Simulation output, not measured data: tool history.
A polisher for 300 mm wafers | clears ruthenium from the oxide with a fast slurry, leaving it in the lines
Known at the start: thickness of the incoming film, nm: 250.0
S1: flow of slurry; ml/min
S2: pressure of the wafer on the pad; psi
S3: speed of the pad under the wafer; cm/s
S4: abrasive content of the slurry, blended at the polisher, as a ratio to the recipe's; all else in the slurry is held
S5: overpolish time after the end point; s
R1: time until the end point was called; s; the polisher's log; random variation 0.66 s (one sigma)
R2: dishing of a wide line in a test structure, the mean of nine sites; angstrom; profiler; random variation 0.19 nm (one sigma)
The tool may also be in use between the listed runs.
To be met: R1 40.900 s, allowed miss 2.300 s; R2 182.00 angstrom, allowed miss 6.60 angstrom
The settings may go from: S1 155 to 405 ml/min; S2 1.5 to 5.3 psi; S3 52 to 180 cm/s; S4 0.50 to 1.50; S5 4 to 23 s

Run 1, hour 0.0: S1 260 ml/min, S2 3.4 psi, S3 116 cm/s, S4 1.00, S5 12 s. Result: R1 39.898 s, R2 285.09 angstrom.
Run 2, hour 2.5: S1 260 ml/min, S2 3.3 psi, S3 116 cm/s, S4 1.00, S5 11 s. Result: R1 41.723 s, R2 277.02 angstrom.
Run 3, hour 7.9: S1 260 ml/min, S2 3.3 psi, S3 144 cm/s, S4 1.00, S5 11 s. Result: R1 32.447 s, R2 297.72 angstrom.
Run 4, hour 13.0: S1 260 ml/min, S2 3.3 psi, S3 144 cm/s, S4 1.00, S5 14 s. Result: R1 32.640 s, R2 311.16 angstrom.
Run 5, hour 15.5: S1 200 ml/min, S2 3.3 psi, S3 144 cm/s, S4 1.00, S5 14 s. Result: R1 33.546 s, R2 308.58 angstrom.
Run 6, hour 24.5: S1 195 ml/min, S2 3.1 psi, S3 148 cm/s, S4 0.95, S5 13 s. Result: R1 36.140 s, R2 298.35 angstrom.
Run 7, hour 28.6: S1 190 ml/min, S2 2.9 psi, S3 148 cm/s, S4 1.00, S5 12 s. Result: R1 38.008 s, R2 291.23 angstrom.
Run 8, hour 31.7: S1 260 ml/min, S2 3.9 psi, S3 116 cm/s, S4 0.75, S5 6 s. Result: R1 44.463 s, R2 192.26 angstrom.
Run 9, hour 40.4: S1 265 ml/min, S2 4.4 psi, S3 114 cm/s, S4 0.70, S5 4 s. Result: R1 44.144 s, R2 150.25 angstrom.
Run 10, hour 45.2: S1 265 ml/min, S2 4.4 psi, S3 114 cm/s, S4 0.70, S5 4 s. Result: R1 43.953 s, R2 150.06 angstrom.
Run 11, hour 52.9: S1 265 ml/min, S2 4.3 psi, S3 116 cm/s, S4 0.70, S5 4 s. Result: R1 43.289 s, R2 148.04 angstrom.
Run 12, hour 56.4: S1 265 ml/min, S2 4.2 psi, S3 118 cm/s, S4 0.70, S5 4 s. Result: R1 43.483 s, R2 148.47 angstrom.
Run 13, hour 63.7: S1 265 ml/min, S2 4.1 psi, S3 118 cm/s, S4 0.75, S5 4 s. Result: R1 41.824 s, R2 153.25 angstrom.
Run 14, hour 65.5: S1 265 ml/min, S2 3.9 psi, S3 120 cm/s, S4 0.80, S5 10 s. Result: R1 40.102 s, R2 268.63 angstrom.
Run 15, hour 71.4: S1 255 ml/min, S2 3.9 psi, S3 118 cm/s, S4 0.85, S5 10 s. Result: R1 38.859 s, R2 274.01 angstrom.
Run 16, hour 77.5: S1 255 ml/min, S2 3.8 psi, S3 124 cm/s, S4 0.85, S5 10 s. Result: R1 38.495 s, R2 277.83 angstrom.
Run 17, hour 85.3: S1 245 ml/min, S2 3.6 psi, S3 126 cm/s, S4 0.90, S5 10 s. Result: R1 38.628 s, R2 279.95 angstrom.
Run 18, hour 87.9: S1 255 ml/min, S2 3.5 psi, S3 132 cm/s, S4 0.85, S5 10 s. Result: R1 39.366 s, R2 275.32 angstrom.
Run 19, hour 90.4: S1 245 ml/min, S2 3.6 psi, S3 128 cm/s, S4 0.85, S5 10 s. Result: R1 38.301 s, R2 270.39 angstrom.

5 next moves are on the table. One of them brings every result within its allowed miss. Which?
Run A, hour 92.9: S1 265 ml/min, S2 3.7 psi, S3 114 cm/s, S4 0.90, S5 5 s. Result: R1 ?, R2 ?.
Run B, hour 92.9: S1 210 ml/min, S2 3.5 psi, S3 170 cm/s, S4 0.75, S5 5 s. Result: R1 ?, R2 ?.
Run C, hour 92.9: S1 245 ml/min, S2 3.6 psi, S3 130 cm/s, S4 0.90, S5 4 s. Result: R1 ?, R2 ?.
Run D, hour 92.9: S1 245 ml/min, S2 3.7 psi, S3 120 cm/s, S4 0.95, S5 5 s. Result: R1 ?, R2 ?.
Run E, hour 92.9: S1 225 ml/min, S2 3.6 psi, S3 128 cm/s, S4 0.95, S5 4 s. Result: R1 ?, R2 ?.

move      R1      R2
   A  40.690  183.30
   B  34.896  202.16
   C  37.000  168.05
   D  37.379  193.67
   E  36.292  170.32
A: meets every target
B: nearer than the last run, and not there yet
C: takes the result that was furthest off past its target
D: nearer than the last run, and not there yet
E: takes the result that was furthest off past its target
The right move is A.

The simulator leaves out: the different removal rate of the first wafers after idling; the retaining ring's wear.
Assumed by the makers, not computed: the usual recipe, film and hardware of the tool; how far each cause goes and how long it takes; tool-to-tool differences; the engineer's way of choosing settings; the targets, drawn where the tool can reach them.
